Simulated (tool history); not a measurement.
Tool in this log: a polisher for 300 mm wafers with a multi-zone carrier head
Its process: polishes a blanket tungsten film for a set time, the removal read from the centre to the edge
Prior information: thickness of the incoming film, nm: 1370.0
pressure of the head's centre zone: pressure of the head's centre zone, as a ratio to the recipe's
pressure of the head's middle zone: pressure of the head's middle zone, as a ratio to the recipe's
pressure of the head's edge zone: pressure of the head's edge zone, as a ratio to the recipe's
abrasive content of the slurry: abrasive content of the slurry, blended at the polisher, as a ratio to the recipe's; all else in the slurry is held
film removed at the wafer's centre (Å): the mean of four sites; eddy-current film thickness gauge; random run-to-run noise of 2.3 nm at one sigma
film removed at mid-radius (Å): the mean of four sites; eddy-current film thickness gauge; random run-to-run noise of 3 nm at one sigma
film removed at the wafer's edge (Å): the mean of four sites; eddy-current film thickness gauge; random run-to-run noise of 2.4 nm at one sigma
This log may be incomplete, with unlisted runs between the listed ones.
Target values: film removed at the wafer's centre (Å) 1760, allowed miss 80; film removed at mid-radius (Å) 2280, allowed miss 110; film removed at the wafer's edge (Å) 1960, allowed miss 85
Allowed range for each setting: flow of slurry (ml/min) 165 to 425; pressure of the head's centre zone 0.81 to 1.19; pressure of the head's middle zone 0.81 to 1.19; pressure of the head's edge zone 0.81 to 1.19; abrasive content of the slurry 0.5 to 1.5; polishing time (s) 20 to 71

| run | day | flow of slurry (ml/min) | pressure of the head's centre zone | pressure of the head's middle zone | pressure of the head's edge zone | abrasive content of the slurry | polishing time (s) | film removed at the wafer's centre (Å) | film removed at mid-radius (Å) | film removed at the wafer's edge (Å) |
|---|---|---|---|---|---|---|---|---|---|---|
| 1 | 0 | 275 | 1 | 1 | 1 | 1 | 45 | 2458.1 | 2529.1 | 2424.8 |
| 2 | 0.333 | 275 | 0.94 | 1 | 1 | 1 | 45 | 2298 | 2539.8 | 2485.8 |
| 3 | 0.471 | 275 | 0.94 | 1 | 0.94 | 1 | 45 | 2257.4 | 2508.9 | 2396.4 |
| 4 | 0.633 | 275 | 0.93 | 1.01 | 0.93 | 0.95 | 45 | 2196.4 | 2536.1 | 2347 |
| 5 | 0.779 | 275 | 1.01 | 1.01 | 0.93 | 0.95 | 45 | 2399.2 | 2488.5 | 2310.1 |
| 6 | 1.146 | 275 | 1.01 | 1.01 | 0.93 | 1.1 | 45 | 2473 | 2570.9 | 2413.2 |
| 7 | 1.521 | 275 | 0.99 | 1.01 | 0.92 | 1.05 | 45 | 2402.4 | 2538.2 | 2409.5 |
| 8 | 1.712 | 275 | 0.97 | 1.01 | 0.92 | 1 | 45 | 2312.3 | 2535.8 | 2348.8 |
| 9 | 2.017 | 275 | 0.96 | 1.01 | 0.91 | 0.95 | 45 | 2304.1 | 2496.3 | 2274.7 |
| 10 | 2.154 | 275 | 0.94 | 1.01 | 0.91 | 0.95 | 45 | 2282.3 | 2486.8 | 2361.3 |
| 11 | 2.492 | 275 | 0.93 | 1.03 | 0.91 | 0.9 | 44 | 2119.4 | 2391.2 | 2213.9 |
| 12 | 2.679 | 275 | 0.92 | 1.04 | 0.9 | 0.9 | 44 | 2102.6 | 2468.3 | 2195.3 |
| 13 | 2.917 | 275 | 0.91 | 1.04 | 0.9 | 0.85 | 44 | 2098.7 | 2464.6 | 2179.7 |
| 14 | 3.204 | 275 | 0.9 | 1.04 | 0.9 | 0.85 | 44 | 2057.4 | 2479.3 | 2140.6 |
| 15 | 3.462 | 275 | 0.89 | 1.04 | 0.9 | 0.85 | 44 | 2014.7 | 2437 | 2205 |
| 16 | 3.546 | 270 | 0.85 | 1.09 | 0.83 | 0.6 | 42 | 1689.9 | 2272.6 | 1825.7 |

Of the 5 settings listed for the next run, only one would bring every result within its allowed miss of target. Which one?
| A | 3.629 | 315 | 0.82 | 1.19 | 0.81 | 0.5 | 40 | ? | ? | ? |
| B | 3.629 | 265 | 0.89 | 1.13 | 0.81 | 0.55 | 42 | ? | ? | ? |
| C | 3.629 | 235 | 0.82 | 1.19 | 0.81 | 0.65 | 45 | ? | ? | ? |
| D | 3.629 | 250 | 0.81 | 1.14 | 0.92 | 0.6 | 41 | ? | ? | ? |
| E | 3.629 | 195 | 0.87 | 1.1 | 0.9 | 0.65 | 43 | ? | ? | ? |

| move | film removed at the wafer's centre (Å) | film removed at mid-radius (Å) | film removed at the wafer's edge (Å) |
|---|---|---|---|
| A | 1528 | 2262.8 | 1661.3 |
| B | 1743.1 | 2276.9 | 1757.2 |
| C | 1754.9 | 2607.3 | 1928.4 |
| D | 1564.6 | 2266.7 | 1840.5 |
| E | 1731.5 | 2271.4 | 1899.1 |
A: moves away from the targets compared with the last run
B: moves away from the targets compared with the last run
C: brings the last run's worst result on target, with another outside its allowed miss
D: moves away from the targets compared with the last run
E: every result within its allowed miss
E is the move that brings every result within its allowed miss.
